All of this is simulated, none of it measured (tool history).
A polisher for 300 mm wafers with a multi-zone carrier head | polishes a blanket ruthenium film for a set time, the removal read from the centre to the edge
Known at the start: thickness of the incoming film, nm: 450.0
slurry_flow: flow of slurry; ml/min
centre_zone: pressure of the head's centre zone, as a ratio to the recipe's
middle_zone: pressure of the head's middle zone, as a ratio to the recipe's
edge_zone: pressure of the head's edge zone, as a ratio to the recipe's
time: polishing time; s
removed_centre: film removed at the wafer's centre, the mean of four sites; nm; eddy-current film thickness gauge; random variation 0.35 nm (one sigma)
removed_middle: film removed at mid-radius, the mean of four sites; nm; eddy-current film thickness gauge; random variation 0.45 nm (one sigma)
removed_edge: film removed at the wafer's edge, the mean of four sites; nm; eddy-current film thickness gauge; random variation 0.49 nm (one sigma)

run	hour	slurry_flow	centre_zone	middle_zone	edge_zone	time	removed_centre	removed_middle	removed_edge
1	0	210	1	1	1	30	51.777	52.172	51.387
2	4.7	210	1	0.93	1	30	50.948	49.707	51.646
3	10.1	200	0.95	0.93	0.98	28	45.911	45.178	47.215
4	12.8	195	0.91	0.97	1.01	26	40.456	44.692	44.601
5	14.8	195	0.91	0.97	1.01	29	45.294	48.728	49.448
6	20.3	190	0.89	0.97	1.01	27	41.772	45.754	46.826
7	23.6	190	0.87	0.98	1.01	25	37.054	43.363	41.953

Forecast run 8:
8	30	185	0.85	0.97	1.01	24	?	?	?

removed_centre: 34.627 nm
removed_middle: 39.471 nm
removed_edge: 40.882 nm
